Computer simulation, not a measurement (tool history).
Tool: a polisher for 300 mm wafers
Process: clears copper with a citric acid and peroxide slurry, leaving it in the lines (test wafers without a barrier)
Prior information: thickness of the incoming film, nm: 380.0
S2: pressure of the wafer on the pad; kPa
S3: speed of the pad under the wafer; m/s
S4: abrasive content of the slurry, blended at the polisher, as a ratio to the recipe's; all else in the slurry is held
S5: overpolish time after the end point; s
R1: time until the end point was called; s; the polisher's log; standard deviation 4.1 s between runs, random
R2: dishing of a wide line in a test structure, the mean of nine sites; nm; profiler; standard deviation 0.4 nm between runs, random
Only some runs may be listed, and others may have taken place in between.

Run 1, hour 0: flow of slurry (ml/min) 225, S2 21.4 kPa, S3 1.22 m/s, S4 1, S5 12 s. Result: R1 170.57 s, R2 23.473 nm.
Run 2, hour 7: flow of slurry (ml/min) 225, S2 21.4 kPa, S3 0.98 m/s, S4 1, S5 12 s. Result: R1 212.22 s, R2 18.819 nm.
Run 3, hour 10.3: flow of slurry (ml/min) 225, S2 20.7 kPa, S3 0.98 m/s, S4 1, S5 13 s. Result: R1 219.04 s, R2 20.309 nm.
Run 4, hour 12.7: flow of slurry (ml/min) 225, S2 20.7 kPa, S3 0.98 m/s, S4 1, S5 14 s. Result: R1 214.47 s, R2 21.609 nm.
Run 5, hour 18.8: flow of slurry (ml/min) 225, S2 15.9 kPa, S3 0.98 m/s, S4 1, S5 14 s. Result: R1 292.57 s, R2 17.208 nm.
Run 6, hour 21.6: flow of slurry (ml/min) 225, S2 15.9 kPa, S3 0.8 m/s, S4 1, S5 14 s. Result: R1 332.1 s, R2 14.223 nm.

The next listed run, before its measurement:
Run 7, hour 24.4: flow of slurry (ml/min) 225, S2 17.2 kPa, S3 0.82 m/s, S4 1, S5 15 s. Result: R1 ?, R2 ?.

Run 7 yielded R1 316.85 s, R2 16.74 nm.

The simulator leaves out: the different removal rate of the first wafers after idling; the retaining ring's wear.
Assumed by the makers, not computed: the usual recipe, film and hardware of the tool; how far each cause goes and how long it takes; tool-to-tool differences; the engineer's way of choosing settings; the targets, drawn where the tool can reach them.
